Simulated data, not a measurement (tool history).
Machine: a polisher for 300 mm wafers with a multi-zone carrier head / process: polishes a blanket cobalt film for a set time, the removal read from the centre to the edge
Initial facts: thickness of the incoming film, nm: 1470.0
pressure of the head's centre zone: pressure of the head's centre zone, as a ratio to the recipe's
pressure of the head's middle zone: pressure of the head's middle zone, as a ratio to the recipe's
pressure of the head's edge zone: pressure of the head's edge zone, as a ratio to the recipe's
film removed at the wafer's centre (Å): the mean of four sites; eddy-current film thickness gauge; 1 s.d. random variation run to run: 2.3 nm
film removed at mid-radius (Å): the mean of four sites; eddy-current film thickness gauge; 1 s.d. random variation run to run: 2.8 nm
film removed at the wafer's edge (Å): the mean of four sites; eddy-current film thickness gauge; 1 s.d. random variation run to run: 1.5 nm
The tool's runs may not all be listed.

| run | day | flow of slurry (ml/min) | pressure of the head's centre zone | pressure of the head's middle zone | pressure of the head's edge zone | polishing time (s) | film removed at the wafer's centre (Å) | film removed at mid-radius (Å) | film removed at the wafer's edge (Å) |
|---|---|---|---|---|---|---|---|---|---|
| 1 | 0 | 130 | 1 | 1 | 1 | 35 | 1892.8 | 1887.7 | 1889.9 |
| 2 | 0.233 | 110 | 1 | 1 | 1 | 35 | 1794.6 | 1767.1 | 1841.3 |
| 3 | 0.333 | 95 | 1 | 1 | 1 | 35 | 1691.8 | 1694.4 | 1793.4 |
| 4 | 0.508 | 95 | 1 | 0.92 | 1 | 35 | 1682.2 | 1593.8 | 1788.7 |
| 5 | 0.708 | 95 | 1 | 0.92 | 0.93 | 35 | 1676.2 | 1576.1 | 1732.8 |
| 6 | 0.867 | 95 | 1 | 0.92 | 0.93 | 27 | 1316.2 | 1207.3 | 1318 |
| 7 | 1.158 | 120 | 0.98 | 0.98 | 0.96 | 28 | 1427.5 | 1442.4 | 1437 |
| 8 | 1.425 | 135 | 0.97 | 1 | 0.98 | 28 | 1435.4 | 1476.2 | 1529.1 |
| 9 | 1.704 | 150 | 0.97 | 1.04 | 0.98 | 28 | 1512.5 | 1570.5 | 1496.8 |
| 10 | 1.975 | 160 | 0.97 | 1.07 | 1 | 28 | 1523.9 | 1640.3 | 1579 |

Run 11 has not been measured yet. What should we expect?
| 11 | 2.212 | 170 | 0.98 | 1.1 | 1 | 28 | ? | ? | ? |

{"run 11": {"film removed at the wafer's centre (Å)": 1567.2, "film removed at mid-radius (Å)": 1647, "film removed at the wafer's edge (Å)": 1579.6}}
